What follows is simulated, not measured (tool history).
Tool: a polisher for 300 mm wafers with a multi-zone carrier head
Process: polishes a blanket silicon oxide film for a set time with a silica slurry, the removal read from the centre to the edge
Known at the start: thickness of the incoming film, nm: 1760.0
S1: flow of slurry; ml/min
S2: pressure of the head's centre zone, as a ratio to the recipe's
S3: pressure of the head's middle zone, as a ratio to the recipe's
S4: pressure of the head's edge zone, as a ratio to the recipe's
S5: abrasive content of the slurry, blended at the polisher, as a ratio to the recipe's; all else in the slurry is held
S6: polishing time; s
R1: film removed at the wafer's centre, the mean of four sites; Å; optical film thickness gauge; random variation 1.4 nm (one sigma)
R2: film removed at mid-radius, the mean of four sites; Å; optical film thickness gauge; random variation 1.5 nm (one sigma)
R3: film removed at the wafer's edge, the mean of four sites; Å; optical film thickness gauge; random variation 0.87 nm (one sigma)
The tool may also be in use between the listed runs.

| run | hour | S1 | S2 | S3 | S4 | S5 | S6 | R1 | R2 | R3 |
|---|---|---|---|---|---|---|---|---|---|---|
| 1 | 0.0 | 175 | 1.00 | 1.00 | 1.00 | 1.00 | 63 | 1640.7 | 1625.0 | 1653.8 |
| 2 | 6.2 | 175 | 1.04 | 1.00 | 1.00 | 1.00 | 63 | 1720.4 | 1610.6 | 1646.9 |
| 3 | 8.7 | 170 | 1.02 | 1.01 | 0.98 | 1.00 | 63 | 1636.0 | 1611.1 | 1640.4 |
| 4 | 12.7 | 175 | 1.02 | 1.03 | 0.97 | 0.95 | 63 | 1614.4 | 1622.0 | 1593.7 |
| 5 | 16.7 | 175 | 1.02 | 1.03 | 0.97 | 0.95 | 51 | 1288.0 | 1300.0 | 1295.2 |
| 6 | 22.5 | 175 | 1.02 | 1.03 | 0.97 | 1.05 | 51 | 1380.3 | 1375.8 | 1351.1 |
| 7 | 24.0 | 175 | 1.01 | 1.04 | 0.97 | 1.05 | 51 | 1358.9 | 1382.4 | 1342.5 |

Run 8 comes next. What will it give?
| 8 | 29.3 | 175 | 1.00 | 1.05 | 0.97 | 1.05 | 51 | ? | ? | ? |

{"run 8": {"R1": 1350.2, "R2": 1406.7, "R3": 1355.7}}

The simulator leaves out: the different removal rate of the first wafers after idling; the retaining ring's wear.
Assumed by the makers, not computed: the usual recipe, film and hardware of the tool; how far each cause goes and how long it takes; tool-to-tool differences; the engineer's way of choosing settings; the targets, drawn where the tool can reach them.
